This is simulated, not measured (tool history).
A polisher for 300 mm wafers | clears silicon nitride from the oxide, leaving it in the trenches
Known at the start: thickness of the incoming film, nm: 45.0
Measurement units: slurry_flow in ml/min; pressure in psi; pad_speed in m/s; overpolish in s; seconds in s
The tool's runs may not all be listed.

run    day  slurry_flow  pressure  pad_speed  overpolish  seconds
  1  0.000          310       1.6       0.94          12   89.057
  2  0.196          310       1.7       0.94          12   82.497
  3  0.246          310       1.3       0.94          12  108.690
  4  0.329          310       1.4       0.94          12   99.725
  5  0.458          310       1.4       0.80          12  117.480
  6  0.746          310       1.6       0.80          12  101.570
  7  0.954          310       1.7       0.80          12   97.046
  8  1.238          310       1.8       0.80          12   92.278
  9  1.433          310       1.9       0.80          12   86.312
 10  1.788          310       2.0       0.80          12   83.113

Run 11 is up next; what results do you expect?
 11  2.038          310       2.1       0.80          12        ?

seconds: 79.319 s
